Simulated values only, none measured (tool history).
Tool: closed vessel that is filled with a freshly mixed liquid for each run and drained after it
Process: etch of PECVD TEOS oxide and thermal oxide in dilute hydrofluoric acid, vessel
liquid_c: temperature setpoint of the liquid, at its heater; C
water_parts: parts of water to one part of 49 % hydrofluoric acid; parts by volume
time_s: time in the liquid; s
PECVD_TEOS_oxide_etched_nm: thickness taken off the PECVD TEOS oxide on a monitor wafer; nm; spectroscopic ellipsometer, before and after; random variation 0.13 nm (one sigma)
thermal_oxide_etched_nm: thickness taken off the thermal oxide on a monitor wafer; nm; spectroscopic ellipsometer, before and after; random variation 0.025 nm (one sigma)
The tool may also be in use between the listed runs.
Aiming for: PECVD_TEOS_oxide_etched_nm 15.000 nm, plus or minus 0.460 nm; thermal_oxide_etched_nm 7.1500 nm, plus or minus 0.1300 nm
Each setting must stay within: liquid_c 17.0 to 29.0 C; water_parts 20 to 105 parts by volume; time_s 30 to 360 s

run    day  liquid_c  water_parts  time_s  PECVD_TEOS_oxide_etched_nm  thermal_oxide_etched_nm
  1  0.000      21.0           55     185                      32.983                  15.4930
  2  0.033      19.5           65     185                      25.242                  12.1020
  3  0.204      19.0           75     185                      21.369                  10.1030
  4  0.454      21.0           75     185                      23.324                  11.0480
  5  0.700      19.5           80     185                      20.285                   9.7380
  6  1.071      21.5           80     185                      21.949                  10.5450
  7  1.279      20.0           85     185                      19.404                   9.2739
  8  1.462      19.0           90     185                      17.537                   8.3122

Pick the move, out of 4, that brings all results within their allowed miss; only one does.
  A  1.646      17.0           90     185                           ?                        ?
  B  1.646      22.0           90     130                           ?                        ?
  C  1.646      19.5           95     165                           ?                        ?
  D  1.646      29.0           85     145                           ?                        ?

move  PECVD_TEOS_oxide_etched_nm  thermal_oxide_etched_nm
   A                      16.071                   7.6367
   B                      13.899                   6.6046
   C                      14.998                   7.1267
   D                      21.778                  10.3490
A: nearer the targets than the last run, but a result is still out of spec
B: moves the result that the last run missed by most past its target, out the other side
C: meets every target
D: moves away from the targets compared with the last run
Correct choice: C, which meets every target
